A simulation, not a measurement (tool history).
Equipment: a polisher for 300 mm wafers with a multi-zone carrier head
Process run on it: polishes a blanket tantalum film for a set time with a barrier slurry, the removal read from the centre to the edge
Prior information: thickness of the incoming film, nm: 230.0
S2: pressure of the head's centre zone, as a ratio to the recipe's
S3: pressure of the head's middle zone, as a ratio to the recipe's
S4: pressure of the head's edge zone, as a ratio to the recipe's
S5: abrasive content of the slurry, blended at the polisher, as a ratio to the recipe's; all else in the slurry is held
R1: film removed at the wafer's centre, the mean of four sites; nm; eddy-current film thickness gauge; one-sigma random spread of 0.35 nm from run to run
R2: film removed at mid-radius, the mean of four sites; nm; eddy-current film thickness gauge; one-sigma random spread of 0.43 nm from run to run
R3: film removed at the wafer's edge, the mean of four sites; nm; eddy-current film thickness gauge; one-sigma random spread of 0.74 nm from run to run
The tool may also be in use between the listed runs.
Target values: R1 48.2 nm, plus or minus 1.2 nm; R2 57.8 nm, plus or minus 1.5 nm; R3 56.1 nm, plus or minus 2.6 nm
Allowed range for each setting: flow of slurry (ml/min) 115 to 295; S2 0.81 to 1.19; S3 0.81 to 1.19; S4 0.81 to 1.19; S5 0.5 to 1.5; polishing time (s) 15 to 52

run 1 hour=0 | flow_of_slurry_(ml/min)=190 S2=1 S3=1 S4=1 S5=1 polishing_time_(s)=33 | R1=42.833 R2=43.756 R3=43.487
run 2 hour=2.6 | flow_of_slurry_(ml/min)=230 S2=1 S3=1 S4=1 S5=1 polishing_time_(s)=33 | R1=44.007 R2=44.588 R3=44.433
run 3 hour=4.4 | flow_of_slurry_(ml/min)=235 S2=0.99 S3=1.02 S4=1.03 S5=1.1 polishing_time_(s)=33 | R1=44.745 R2=45.929 R3=46.01
run 4 hour=13.2 | flow_of_slurry_(ml/min)=235 S2=0.97 S3=1.04 S4=1.05 S5=1.2 polishing_time_(s)=33 | R1=44.038 R2=48.715 R3=47.989
run 5 hour=15.8 | flow_of_slurry_(ml/min)=235 S2=0.93 S3=1.04 S4=1.05 S5=1.2 polishing_time_(s)=33 | R1=42.952 R2=48.637 R3=46.98
run 6 hour=19 | flow_of_slurry_(ml/min)=240 S2=0.94 S3=1.06 S4=1.07 S5=1.25 polishing_time_(s)=33 | R1=43.874 R2=49.72 R3=48.356
run 7 hour=20.6 | flow_of_slurry_(ml/min)=240 S2=0.94 S3=1.08 S4=1.09 S5=1.3 polishing_time_(s)=33 | R1=44.203 R2=51.307 R3=48.618
run 8 hour=27.3 | flow_of_slurry_(ml/min)=245 S2=0.93 S3=1.08 S4=1.1 S5=1.35 polishing_time_(s)=33 | R1=44.799 R2=52.052 R3=50.925
run 9 hour=30 | flow_of_slurry_(ml/min)=285 S2=0.95 S3=1.16 S4=1.18 S5=1.45 polishing_time_(s)=33 | R1=47.177 R2=56.964 R3=53.227
run 10 hour=33.6 | flow_of_slurry_(ml/min)=285 S2=0.95 S3=1.15 S4=1.18 S5=1.45 polishing_time_(s)=33 | R1=46.725 R2=56.037 R3=53.501

Next run, 4 choices. One meets every target within its allowed miss, the rest don't. Which?
run A hour=37.2 | flow_of_slurry_(ml/min)=295 S2=1.03 S3=1.09 S4=1.06 S5=1.4 polishing_time_(s)=33 | R1=? R2=? R3=?
run B hour=37.2 | flow_of_slurry_(ml/min)=280 S2=0.91 S3=1.01 S4=1.19 S5=1.5 polishing_time_(s)=35 | R1=? R2=? R3=?
run C hour=37.2 | flow_of_slurry_(ml/min)=280 S2=0.82 S3=1.04 S4=1.19 S5=1.5 polishing_time_(s)=36 | R1=? R2=? R3=?
run D hour=37.2 | flow_of_slurry_(ml/min)=290 S2=0.94 S3=1.14 S4=1.19 S5=1.2 polishing_time_(s)=36 | R1=? R2=? R3=?

move=A R1=51.025 R2=52.946 R3=50.134
move=B R1=48.168 R2=53.154 R3=56.865
move=C R1=44.612 R2=56.072 R3=58.466
move=D R1=48.984 R2=57.926 R3=55.756
A: carries the result that was furthest off beyond its target, to the other side
B: the furthest-off result lands on target, but another misses its tolerance
C: moves away from the targets compared with the last run
D: meets every target
D meets every target.
